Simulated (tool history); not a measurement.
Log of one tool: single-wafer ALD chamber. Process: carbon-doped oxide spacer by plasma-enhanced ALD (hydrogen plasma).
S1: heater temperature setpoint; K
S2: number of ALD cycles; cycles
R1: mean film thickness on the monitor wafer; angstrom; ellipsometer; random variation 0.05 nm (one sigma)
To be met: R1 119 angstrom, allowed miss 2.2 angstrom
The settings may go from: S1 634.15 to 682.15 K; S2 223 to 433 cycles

{"run": 1, "hour": 0.0, "S1": 658.15, "S2": 328, "R1": 160.91}
{"run": 2, "hour": 8.1, "S1": 658.15, "S2": 318, "R1": 153.58}
{"run": 3, "hour": 9.0, "S1": 658.15, "S2": 281, "R1": 136.32}
{"run": 4, "hour": 14.0, "S1": 658.15, "S2": 277, "R1": 134.99}
{"run": 5, "hour": 19.6, "S1": 658.15, "S2": 273, "R1": 132.41}
{"run": 6, "hour": 25.9, "S1": 658.15, "S2": 312, "R1": 151.23}
{"run": 7, "hour": 28.5, "S1": 658.15, "S2": 312, "R1": 150.54}
{"run": 8, "hour": 34.8, "S1": 658.15, "S2": 305, "R1": 149.25}
{"run": 9, "hour": 37.3, "S1": 658.15, "S2": 298, "R1": 144.67}

Which of these 4 next moves meets every target?
{"run": "A", "hour": 39.8, "S1": 658.15, "S2": 336, "R1": "?"}
{"run": "B", "hour": 39.8, "S1": 662.15, "S2": 264, "R1": "?"}
{"run": "C", "hour": 39.8, "S1": 659.15, "S2": 255, "R1": "?"}
{"run": "D", "hour": 39.8, "S1": 650.15, "S2": 246, "R1": "?"}

move=A R1=161.75
move=B R1=127.09
move=C R1=122.76
move=D R1=118.42
A: further off than the last run
B: nearer than the last run, and not there yet
C: nearer than the last run, and not there yet
D: meets every target
The right move is D.
